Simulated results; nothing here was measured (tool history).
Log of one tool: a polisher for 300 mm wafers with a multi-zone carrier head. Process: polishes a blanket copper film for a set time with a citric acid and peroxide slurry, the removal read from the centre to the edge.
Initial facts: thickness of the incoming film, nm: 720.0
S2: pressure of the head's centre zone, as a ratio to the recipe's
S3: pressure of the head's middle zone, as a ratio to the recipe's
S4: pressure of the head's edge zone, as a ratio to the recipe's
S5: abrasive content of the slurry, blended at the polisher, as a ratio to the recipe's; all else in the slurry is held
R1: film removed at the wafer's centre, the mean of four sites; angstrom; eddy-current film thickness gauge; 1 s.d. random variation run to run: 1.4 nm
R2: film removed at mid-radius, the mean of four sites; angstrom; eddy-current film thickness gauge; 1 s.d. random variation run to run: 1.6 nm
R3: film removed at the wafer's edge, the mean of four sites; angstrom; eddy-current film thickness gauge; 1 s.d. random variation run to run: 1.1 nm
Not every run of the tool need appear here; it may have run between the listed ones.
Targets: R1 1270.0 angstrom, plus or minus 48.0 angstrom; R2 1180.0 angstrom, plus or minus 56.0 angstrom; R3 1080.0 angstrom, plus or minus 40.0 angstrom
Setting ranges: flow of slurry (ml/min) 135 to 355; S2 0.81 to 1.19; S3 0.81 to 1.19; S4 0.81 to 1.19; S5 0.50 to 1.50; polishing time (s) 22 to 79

run 1 hour=0.0 | flow_of_slurry_(ml/min)=225 S2=1.00 S3=1.00 S4=1.00 S5=1.00 polishing_time_(s)=50 | R1=1025.2 R2=1018.6 R3=1046.8
run 2 hour=2.7 | flow_of_slurry_(ml/min)=225 S2=1.00 S3=1.00 S4=1.05 S5=1.00 polishing_time_(s)=50 | R1=1012.2 R2=1035.5 R3=1068.1
run 3 hour=4.3 | flow_of_slurry_(ml/min)=225 S2=1.00 S3=1.00 S4=1.05 S5=1.00 polishing_time_(s)=59 | R1=1223.3 R2=1201.0 R3=1253.2
run 4 hour=13.1 | flow_of_slurry_(ml/min)=225 S2=1.00 S3=1.05 S4=1.05 S5=1.00 polishing_time_(s)=59 | R1=1213.6 R2=1227.4 R3=1242.3
run 5 hour=15.4 | flow_of_slurry_(ml/min)=180 S2=1.00 S3=1.05 S4=1.05 S5=1.00 polishing_time_(s)=59 | R1=1197.8 R2=1250.3 R3=1242.7
run 6 hour=21.0 | flow_of_slurry_(ml/min)=180 S2=0.96 S3=1.05 S4=1.05 S5=1.00 polishing_time_(s)=59 | R1=1131.1 R2=1237.8 R3=1225.6
run 7 hour=23.0 | flow_of_slurry_(ml/min)=185 S2=1.00 S3=1.07 S4=1.01 S5=0.90 polishing_time_(s)=59 | R1=1171.6 R2=1251.6 R3=1190.9
run 8 hour=27.3 | flow_of_slurry_(ml/min)=190 S2=1.03 S3=1.06 S4=0.98 S5=0.85 polishing_time_(s)=58 | R1=1200.8 R2=1202.7 R3=1158.6
run 9 hour=33.0 | flow_of_slurry_(ml/min)=195 S2=1.05 S3=1.07 S4=0.96 S5=0.80 polishing_time_(s)=58 | R1=1236.2 R2=1182.0 R3=1155.4
run 10 hour=39.3 | flow_of_slurry_(ml/min)=195 S2=1.06 S3=1.09 S4=0.93 S5=0.75 polishing_time_(s)=58 | R1=1202.1 R2=1234.5 R3=1094.8

Consider the 4 candidate settings below. Which is the only one whose results all fall within their allowed miss of target?
run A hour=45.6 | flow_of_slurry_(ml/min)=140 S2=1.01 S3=1.19 S4=0.98 S5=0.95 polishing_time_(s)=58 | R1=? R2=? R3=?
run B hour=45.6 | flow_of_slurry_(ml/min)=185 S2=1.05 S3=1.13 S4=0.96 S5=0.80 polishing_time_(s)=53 | R1=? R2=? R3=?
run C hour=45.6 | flow_of_slurry_(ml/min)=250 S2=1.14 S3=1.19 S4=0.81 S5=0.80 polishing_time_(s)=58 | R1=? R2=? R3=?
run D hour=45.6 | flow_of_slurry_(ml/min)=165 S2=1.11 S3=1.08 S4=0.87 S5=0.65 polishing_time_(s)=60 | R1=? R2=? R3=?

move=A R1=1139.8 R2=1288.1 R3=1147.0
move=B R1=1096.1 R2=1135.4 R3=1039.5
move=C R1=1346.7 R2=1337.5 R3=1075.5
move=D R1=1264.1 R2=1193.0 R3=1089.3
A: further off than the last run
B: further off than the last run
C: takes the result that was furthest off past its target
D: each result inside its tolerance
D meets every target.
